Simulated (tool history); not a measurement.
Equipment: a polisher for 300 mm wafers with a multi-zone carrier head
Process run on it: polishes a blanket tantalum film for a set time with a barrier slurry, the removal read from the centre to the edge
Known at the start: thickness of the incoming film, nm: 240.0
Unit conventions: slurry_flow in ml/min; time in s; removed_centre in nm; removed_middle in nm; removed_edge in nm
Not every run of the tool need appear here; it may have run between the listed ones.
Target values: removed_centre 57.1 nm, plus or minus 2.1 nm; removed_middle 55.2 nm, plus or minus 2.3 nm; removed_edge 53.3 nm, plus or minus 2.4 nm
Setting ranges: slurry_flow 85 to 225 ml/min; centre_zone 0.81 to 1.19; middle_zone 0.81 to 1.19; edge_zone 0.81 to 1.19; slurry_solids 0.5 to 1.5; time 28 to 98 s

run 1 hour=0 | slurry_flow=145 centre_zone=1 middle_zone=1 edge_zone=1 slurry_solids=1 time=63 | removed_centre=79.292 removed_middle=79.816 removed_edge=76.57
run 2 hour=2.5 | slurry_flow=145 centre_zone=1 middle_zone=0.99 edge_zone=0.98 slurry_solids=0.95 time=62 | removed_centre=76.153 removed_middle=75.943 removed_edge=76.393
run 3 hour=9.5 | slurry_flow=120 centre_zone=1 middle_zone=0.99 edge_zone=0.98 slurry_solids=0.95 time=62 | removed_centre=72.164 removed_middle=72.43 removed_edge=74.976
run 4 hour=18.2 | slurry_flow=100 centre_zone=1 middle_zone=0.99 edge_zone=0.98 slurry_solids=0.95 time=62 | removed_centre=69.434 removed_middle=71.195 removed_edge=71.911
run 5 hour=24.5 | slurry_flow=105 centre_zone=1.02 middle_zone=1 edge_zone=0.98 slurry_solids=0.9 time=60 | removed_centre=68.347 removed_middle=68.478 removed_edge=69.633
run 6 hour=28.6 | slurry_flow=105 centre_zone=1.07 middle_zone=1 edge_zone=0.98 slurry_solids=0.9 time=60 | removed_centre=71.166 removed_middle=69.264 removed_edge=67.145
run 7 hour=34.9 | slurry_flow=105 centre_zone=1.07 middle_zone=1 edge_zone=0.98 slurry_solids=0.85 time=59 | removed_centre=68.921 removed_middle=65.768 removed_edge=65.524
run 8 hour=38.1 | slurry_flow=105 centre_zone=1.07 middle_zone=1.01 edge_zone=0.98 slurry_solids=0.8 time=58 | removed_centre=67.65 removed_middle=64.435 removed_edge=63.769
run 9 hour=40.5 | slurry_flow=105 centre_zone=1.07 middle_zone=1.01 edge_zone=0.98 slurry_solids=0.8 time=58 | removed_centre=66.384 removed_middle=65.281 removed_edge=63.377
run 10 hour=48.5 | slurry_flow=105 centre_zone=1.07 middle_zone=1.01 edge_zone=0.98 slurry_solids=0.75 time=57 | removed_centre=64.141 removed_middle=61.697 removed_edge=61.654
run 11 hour=57.3 | slurry_flow=105 centre_zone=1.07 middle_zone=1.02 edge_zone=0.97 slurry_solids=0.7 time=57 | removed_centre=62.968 removed_middle=62.016 removed_edge=60.807
run 12 hour=60.9 | slurry_flow=105 centre_zone=1.08 middle_zone=1.02 edge_zone=0.96 slurry_solids=0.65 time=57 | removed_centre=61.926 removed_middle=59.793 removed_edge=57.852
run 13 hour=64.4 | slurry_flow=90 centre_zone=1.04 middle_zone=0.98 edge_zone=0.89 slurry_solids=0.55 time=57 | removed_centre=54.186 removed_middle=52.734 removed_edge=51.822

Which single option among these 4 for the next run brings every result within its allowed miss of target? Just one does.
run A hour=67.9 | slurry_flow=85 centre_zone=1.01 middle_zone=1.04 edge_zone=0.85 slurry_solids=0.5 time=57 | removed_centre=? removed_middle=? removed_edge=?
run B hour=67.9 | slurry_flow=100 centre_zone=0.99 middle_zone=1.06 edge_zone=0.84 slurry_solids=0.55 time=54 | removed_centre=? removed_middle=? removed_edge=?
run C hour=67.9 | slurry_flow=145 centre_zone=1.15 middle_zone=0.94 edge_zone=1.05 slurry_solids=0.5 time=51 | removed_centre=? removed_middle=? removed_edge=?
run D hour=67.9 | slurry_flow=110 centre_zone=1.04 middle_zone=1 edge_zone=0.9 slurry_solids=0.5 time=58 | removed_centre=? removed_middle=? removed_edge=?

move=A removed_centre=50.809 removed_middle=53.087 removed_edge=49.398
move=B removed_centre=51.321 removed_middle=54.966 removed_edge=49.486
move=C removed_centre=58.137 removed_middle=49.528 removed_edge=52.814
move=D removed_centre=56.955 removed_middle=55.826 removed_edge=53.778
A: moves away from the targets compared with the last run
B: moves away from the targets compared with the last run
C: brings the last run's worst result on target, with another outside its allowed miss
D: all results in spec
Move D is the one to make.

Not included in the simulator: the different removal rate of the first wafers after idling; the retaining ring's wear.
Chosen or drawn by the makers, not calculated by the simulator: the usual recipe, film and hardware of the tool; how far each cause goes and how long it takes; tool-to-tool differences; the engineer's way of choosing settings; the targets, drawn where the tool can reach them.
